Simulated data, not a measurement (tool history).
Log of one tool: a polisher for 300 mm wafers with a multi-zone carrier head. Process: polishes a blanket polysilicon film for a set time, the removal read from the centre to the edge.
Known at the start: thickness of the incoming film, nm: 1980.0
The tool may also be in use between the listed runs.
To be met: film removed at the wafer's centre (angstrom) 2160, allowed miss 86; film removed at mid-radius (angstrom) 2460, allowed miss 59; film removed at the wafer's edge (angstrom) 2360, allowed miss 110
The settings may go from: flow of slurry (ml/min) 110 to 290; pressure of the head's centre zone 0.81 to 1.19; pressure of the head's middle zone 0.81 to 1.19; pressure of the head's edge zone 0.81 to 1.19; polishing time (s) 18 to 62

| run | hour | flow of slurry (ml/min) | pressure of the head's centre zone | pressure of the head's middle zone | pressure of the head's edge zone | polishing time (s) | film removed at the wafer's centre (angstrom) | film removed at mid-radius (angstrom) | film removed at the wafer's edge (angstrom) |
|---|---|---|---|---|---|---|---|---|---|
| 1 | 0 | 185 | 1 | 1 | 1 | 40 | 3585.2 | 3522.9 | 3508.9 |
| 2 | 6.4 | 185 | 0.96 | 1 | 1 | 40 | 3347.7 | 3565.3 | 3615.3 |
| 3 | 14.1 | 180 | 0.95 | 1 | 0.98 | 38 | 3212 | 3352.2 | 3448.5 |
| 4 | 17.8 | 180 | 0.95 | 1 | 0.98 | 29 | 2389.9 | 2574.8 | 2574 |
| 5 | 21.3 | 180 | 0.99 | 1 | 0.98 | 29 | 2501.1 | 2569.4 | 2537.3 |
| 6 | 30.2 | 175 | 0.98 | 1.01 | 0.97 | 29 | 2501 | 2584.3 | 2511.8 |
| 7 | 36.9 | 170 | 0.97 | 1.01 | 0.96 | 29 | 2467.8 | 2561.5 | 2544.4 |
| 8 | 42.8 | 155 | 0.9 | 1.06 | 0.89 | 26 | 2008.2 | 2345.4 | 2171.5 |
| 9 | 48.8 | 160 | 0.9 | 1.06 | 0.9 | 26 | 2011.5 | 2388.8 | 2172.3 |
| 10 | 50.8 | 165 | 0.9 | 1.06 | 0.91 | 26 | 2036.7 | 2351.2 | 2226 |

Which of these 5 next moves meets every target?
| A | 52.8 | 185 | 0.87 | 1.09 | 0.88 | 28 | ? | ? | ? |
| B | 52.8 | 195 | 0.81 | 0.97 | 1.07 | 28 | ? | ? | ? |
| C | 52.8 | 130 | 1.14 | 1.1 | 0.87 | 25 | ? | ? | ? |
| D | 52.8 | 180 | 0.88 | 1 | 0.89 | 28 | ? | ? | ? |
| E | 52.8 | 195 | 0.9 | 1.05 | 0.85 | 25 | ? | ? | ? |

| move | film removed at the wafer's centre (angstrom) | film removed at mid-radius (angstrom) | film removed at the wafer's edge (angstrom) |
|---|---|---|---|
| A | 2147.1 | 2664.3 | 2357.1 |
| B | 2010.7 | 2429.4 | 2603.7 |
| C | 2382.1 | 2279.1 | 2019.8 |
| D | 2162.2 | 2467.3 | 2366 |
| E | 1997.7 | 2319 | 2083 |
A: takes the result that was furthest off past its target
B: brings the result that was furthest off to its target, and leaves another outside
C: further off than the last run
D: meets every target
E: further off than the last run
The right move is D.

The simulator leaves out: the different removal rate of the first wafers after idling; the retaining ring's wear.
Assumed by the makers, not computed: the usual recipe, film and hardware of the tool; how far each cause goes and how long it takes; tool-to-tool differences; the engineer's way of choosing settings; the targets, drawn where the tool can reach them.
